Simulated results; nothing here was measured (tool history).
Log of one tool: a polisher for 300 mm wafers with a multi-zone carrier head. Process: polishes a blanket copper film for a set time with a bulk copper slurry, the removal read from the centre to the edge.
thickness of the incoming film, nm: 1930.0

run,hour,flow of slurry (ml/min),pressure of the head's centre zone,pressure of the head's middle zone,pressure of the head's edge zone,abrasive content of the slurry,polishing time (s),film removed at the wafer's centre (nm),film removed at mid-radius (nm),film removed at the wafer's edge (nm)
1,0,125,1,1,1,1,46,402.31,394.56,416.65
2,8.4,125,1,1.06,1,1,46,404.53,424.67,408.8
3,10.3,125,0.95,1.06,1,1,46,389.69,425.37,405.24
4,17.6,125,0.87,1.06,1,1,46,351.95,419.8,413.16
5,25.2,95,0.87,1.06,1,1,46,323.42,388.17,388.52
# hour 29.9: worn pad replaced by a new one
6,29.9,95,0.87,1.06,1,1.2,46,373.59,456.36,464.87
7,38.2,105,0.89,1.05,1,1.2,46,400.01,466.16,462.16
8,45.1,110,0.9,1.04,1,1.2,46,411.47,463.29,473.54
9,51.5,115,0.91,1.03,1,1.2,46,419.19,476.23,473.63
10,52.7,120,0.92,1.02,1,1.2,46,429.31,470.29,479.17
11,55.5,125,0.93,1.01,1,1.2,46,446.13,470.48,483.57
12,60.6,160,1,0.98,0.97,1.15,46,494.49,482.49,488.04

The next listed run, before its measurement:
13,67.4,170,1.03,0.97,0.97,1.15,46,?,?,?

{"run 13": {"film removed at the wafer's centre (nm)": 516.07, "film removed at mid-radius (nm)": 479.11, "film removed at the wafer's edge (nm)": 490.17}}
